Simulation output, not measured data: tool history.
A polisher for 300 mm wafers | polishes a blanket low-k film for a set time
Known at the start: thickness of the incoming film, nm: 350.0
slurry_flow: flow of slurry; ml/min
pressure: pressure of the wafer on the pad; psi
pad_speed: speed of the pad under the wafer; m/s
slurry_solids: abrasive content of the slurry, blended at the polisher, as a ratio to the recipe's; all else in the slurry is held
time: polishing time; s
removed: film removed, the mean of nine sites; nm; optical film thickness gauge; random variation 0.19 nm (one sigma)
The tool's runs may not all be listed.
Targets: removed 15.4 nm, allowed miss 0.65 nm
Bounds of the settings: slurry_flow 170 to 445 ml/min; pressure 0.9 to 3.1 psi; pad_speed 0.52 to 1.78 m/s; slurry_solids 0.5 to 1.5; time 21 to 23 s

run 1 hour=0 | slurry_flow=285 pressure=2 pad_speed=1.14 slurry_solids=1 time=23 | removed=11.126
run 2 hour=7.6 | slurry_flow=285 pressure=2 pad_speed=1.14 slurry_solids=1 time=23 | removed=11.416
run 3 hour=15.7 | slurry_flow=285 pressure=2.1 pad_speed=1.14 slurry_solids=1 time=23 | removed=11.964
run 4 hour=17 | slurry_flow=285 pressure=2.1 pad_speed=0.9 slurry_solids=1 time=23 | removed=9.8453
run 5 hour=22.9 | slurry_flow=285 pressure=2.2 pad_speed=0.9 slurry_solids=1 time=23 | removed=10.295
run 6 hour=31.6 | slurry_flow=285 pressure=2.2 pad_speed=1.12 slurry_solids=1 time=23 | removed=11.978
run 7 hour=32.1 | slurry_flow=285 pressure=2.3 pad_speed=1.12 slurry_solids=1 time=23 | removed=12.891
run 8 hour=36.1 | slurry_flow=285 pressure=2.5 pad_speed=1.12 slurry_solids=1 time=23 | removed=13.871

5 next moves are on the table. One of them brings every result within its allowed miss. Which?
run A hour=40.1 | slurry_flow=310 pressure=2.7 pad_speed=1.14 slurry_solids=1.1 time=22 | removed=?
run B hour=40.1 | slurry_flow=360 pressure=2.1 pad_speed=1.32 slurry_solids=1 time=23 | removed=?
run C hour=40.1 | slurry_flow=230 pressure=2.7 pad_speed=0.98 slurry_solids=0.8 time=23 | removed=?
run D hour=40.1 | slurry_flow=325 pressure=2.3 pad_speed=1.24 slurry_solids=0.9 time=22 | removed=?
run E hour=40.1 | slurry_flow=425 pressure=2.4 pad_speed=0.94 slurry_solids=1.1 time=23 | removed=?

move=A removed=15.251
move=B removed=13.573
move=C removed=11.762
move=D removed=12.716
move=E removed=12.444
A: meets every target
B: further off than the last run
C: further off than the last run
D: further off than the last run
E: further off than the last run
The right move is A.
